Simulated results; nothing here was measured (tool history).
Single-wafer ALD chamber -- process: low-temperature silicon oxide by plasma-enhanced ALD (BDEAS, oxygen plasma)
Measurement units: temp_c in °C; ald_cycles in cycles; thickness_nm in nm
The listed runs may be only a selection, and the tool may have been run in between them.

run	day	temp_c	ald_cycles	thickness_nm
1	0.000	100	22	2.9292
2	0.250	97	22	2.9738
3	0.475	90	22	3.0276
4	0.638	99	22	2.9298
5	0.946	96	22	2.9776
6	1.129	96	19	2.5663
7	1.279	92	20	2.7386
8	1.617	89	20	2.7679

Estimate the outcome of run 9 from the log above:
9	1.662	86	20	?

{"run 9": {"thickness_nm": 2.7867}}

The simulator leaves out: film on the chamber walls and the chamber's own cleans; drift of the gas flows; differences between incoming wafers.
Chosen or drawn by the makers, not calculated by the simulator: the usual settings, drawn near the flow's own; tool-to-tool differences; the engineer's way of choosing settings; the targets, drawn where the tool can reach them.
